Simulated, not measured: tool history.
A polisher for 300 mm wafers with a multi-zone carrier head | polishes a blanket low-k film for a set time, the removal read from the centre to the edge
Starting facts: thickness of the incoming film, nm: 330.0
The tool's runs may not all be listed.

run,hour,flow of slurry (ml/min),pressure of the head's centre zone,pressure of the head's middle zone,pressure of the head's edge zone,abrasive content of the slurry,polishing time (s),film removed at the wafer's centre (nm),film removed at mid-radius (nm),film removed at the wafer's edge (nm)
1,0,155,1,1,1,1,82,40.259,41.164,41.743
2,3.8,150,0.98,0.98,0.99,0.95,78,36.893,36.634,38.503
3,11.9,135,0.98,0.98,0.99,0.95,78,36.37,36.056,38.291
4,18.5,165,0.98,0.98,0.99,0.95,78,38.127,37.802,38.694
5,25.1,155,0.96,0.98,0.99,0.9,74,34.025,34.846,35.581
6,29.5,155,0.96,0.98,0.99,0.9,67,30.779,30.981,31.128
7,33.6,150,0.94,0.97,1,0.85,65,28.39,29.021,30.233

Forecast run 8:
8,41.1,145,0.93,0.96,1,0.8,64,?,?,?

Run 8 gave film removed at the wafer's centre (nm) 26.764, film removed at mid-radius (nm) 27.693, film removed at the wafer's edge (nm) 28.803.
